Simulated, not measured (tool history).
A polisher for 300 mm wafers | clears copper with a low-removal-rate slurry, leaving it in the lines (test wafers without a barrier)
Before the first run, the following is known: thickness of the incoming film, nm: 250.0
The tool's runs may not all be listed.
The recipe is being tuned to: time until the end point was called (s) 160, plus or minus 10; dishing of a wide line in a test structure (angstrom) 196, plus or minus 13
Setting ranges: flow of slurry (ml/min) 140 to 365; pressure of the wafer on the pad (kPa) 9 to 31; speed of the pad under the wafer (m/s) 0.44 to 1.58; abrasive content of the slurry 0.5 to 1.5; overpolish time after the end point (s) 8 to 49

run,day,flow of slurry (ml/min),pressure of the wafer on the pad (kPa),speed of the pad under the wafer (m/s),abrasive content of the slurry,overpolish time after the end point (s),time until the end point was called (s),dishing of a wide line in a test structure (angstrom)
1,0,235,20,1,1,25,105.64,430.25
2,0.129,235,19.3,1,1,23,108.54,393.74
3,0.325,235,18.6,1,1,22,106.23,375.73
4,0.412,180,18.6,1,1,22,109.93,376.62
5,0.708,180,17.9,0.98,1,21,117.08,335
6,1.083,215,17.9,0.98,1,21,113.45,354.05
7,1.138,215,17.2,0.96,1,20,117.55,332.48
# day 1.433: worn pad replaced by a new one
8,1.433,215,16.5,0.94,1,19,115.74,315.87
9,1.579,215,15.9,0.9,1,18,126.01,276.01
10,1.658,215,15.2,0.9,1,18,131,272.94
11,1.842,215,14.5,0.9,1,18,130.03,265.48
12,1.996,215,14.5,0.9,1,18,128.94,262.1
13,2.104,215,13.8,0.88,1,18,134.1,248.49
14,2.142,215,9.7,0.86,1,16,170.84,183.96
15,2.475,215,9.7,0.86,1,16,169.89,182.59

Below are 5 possible settings for the next run. Only one of them brings all results inside the allowed miss of their targets. Which is it?
A,2.808,275,9.7,0.7,1.25,19,?,?
B,2.808,215,9,0.92,1.1,16,?,?
C,2.808,255,9,0.84,0.9,15,?,?
D,2.808,235,9,0.8,0.95,19,?,?
E,2.808,235,9,0.8,0.9,24,?,?

move,time until the end point was called (s),dishing of a wide line in a test structure (angstrom)
A,185.65,197.36
B,154.92,198.77
C,174.34,167.78
D,181.75,201.01
E,183.86,246.11
A: brings the last run's worst result on target, with another outside its allowed miss
B: each result inside its tolerance
C: further off than the last run
D: brings the last run's worst result on target, with another outside its allowed miss
E: the result that was furthest off in the last run now lies on the other side of its target
Correct choice: B, which meets every target
